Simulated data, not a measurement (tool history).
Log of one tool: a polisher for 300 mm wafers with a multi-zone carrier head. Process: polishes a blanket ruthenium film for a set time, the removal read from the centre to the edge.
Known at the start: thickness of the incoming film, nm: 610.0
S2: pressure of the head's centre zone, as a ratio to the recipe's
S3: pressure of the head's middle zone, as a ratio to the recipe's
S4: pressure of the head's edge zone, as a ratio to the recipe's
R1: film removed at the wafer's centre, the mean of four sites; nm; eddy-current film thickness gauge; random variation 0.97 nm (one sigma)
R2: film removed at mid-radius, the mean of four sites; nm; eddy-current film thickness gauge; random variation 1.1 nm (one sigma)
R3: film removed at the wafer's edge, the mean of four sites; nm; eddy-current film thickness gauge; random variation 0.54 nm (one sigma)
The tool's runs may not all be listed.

run 1 hour=0 | flow_of_slurry_(ml/min)=250 S2=1 S3=1 S4=1 polishing_time_(s)=49 | R1=56.389 R2=57.353 R3=56.021
run 2 hour=4.7 | flow_of_slurry_(ml/min)=250 S2=1 S3=0.96 S4=1 polishing_time_(s)=49 | R1=55.438 R2=54.522 R3=55.796
run 3 hour=5.8 | flow_of_slurry_(ml/min)=255 S2=1 S3=0.99 S4=1.02 polishing_time_(s)=50 | R1=57.442 R2=57.478 R3=58.936
run 4 hour=12.7 | flow_of_slurry_(ml/min)=255 S2=1 S3=0.99 S4=1.05 polishing_time_(s)=50 | R1=58.293 R2=58.995 R3=58.682
run 5 hour=15.7 | flow_of_slurry_(ml/min)=255 S2=1 S3=0.99 S4=1.05 polishing_time_(s)=42 | R1=47.841 R2=49.163 R3=48.626
run 6 hour=17.3 | flow_of_slurry_(ml/min)=255 S2=1 S3=0.94 S4=1.05 polishing_time_(s)=42 | R1=48.462 R2=45.74 R3=49.096
run 7 hour=21.6 | flow_of_slurry_(ml/min)=260 S2=1 S3=0.97 S4=1.07 polishing_time_(s)=44 | R1=49.812 R2=50.193 R3=51.906

Forecast run 8:
run 8 hour=24.3 | flow_of_slurry_(ml/min)=265 S2=1.01 S3=1 S4=1.09 polishing_time_(s)=46 | R1=? R2=? R3=?

Run 8 gave R1 53.721 nm, R2 53.688 nm, R3 55.536 nm.
